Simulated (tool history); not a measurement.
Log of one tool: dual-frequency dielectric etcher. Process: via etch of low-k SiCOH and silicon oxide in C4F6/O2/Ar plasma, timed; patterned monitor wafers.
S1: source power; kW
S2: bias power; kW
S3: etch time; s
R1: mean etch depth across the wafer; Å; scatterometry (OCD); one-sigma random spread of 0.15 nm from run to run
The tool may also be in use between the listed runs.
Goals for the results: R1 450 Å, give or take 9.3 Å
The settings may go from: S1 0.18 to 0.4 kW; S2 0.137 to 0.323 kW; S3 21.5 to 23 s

run	hour	S1	S2	S3	R1
1	0	0.29	0.23	23	541.54
2	4.7	0.27	0.223	23	521.68
3	12.1	0.27	0.223	23	525.7
4	20.2	0.26	0.215	23	507.56
5	24.3	0.25	0.212	23	498.15
6	27.7	0.24	0.21	23	488.53
7	36.1	0.23	0.209	23	478.61
8	40.7	0.22	0.208	23	470.56
9	41.6	0.22	0.207	23	469.64
10	48.9	0.22	0.206	23	473.3
11	50.8	0.21	0.205	23	461.91

Which of these 4 next moves meets every target?
A	52.7	0.23	0.175	22	?
B	52.7	0.19	0.24	22	?
C	52.7	0.23	0.216	22.5	?
D	52.7	0.2	0.24	23	?

move	R1
A	432.24
B	456.93
C	479.86
D	486.44
A: carries the result that was furthest off beyond its target, to the other side
B: meets every target
C: lands further from the targets than the last run did
D: lands further from the targets than the last run did
The move that meets every target is B.

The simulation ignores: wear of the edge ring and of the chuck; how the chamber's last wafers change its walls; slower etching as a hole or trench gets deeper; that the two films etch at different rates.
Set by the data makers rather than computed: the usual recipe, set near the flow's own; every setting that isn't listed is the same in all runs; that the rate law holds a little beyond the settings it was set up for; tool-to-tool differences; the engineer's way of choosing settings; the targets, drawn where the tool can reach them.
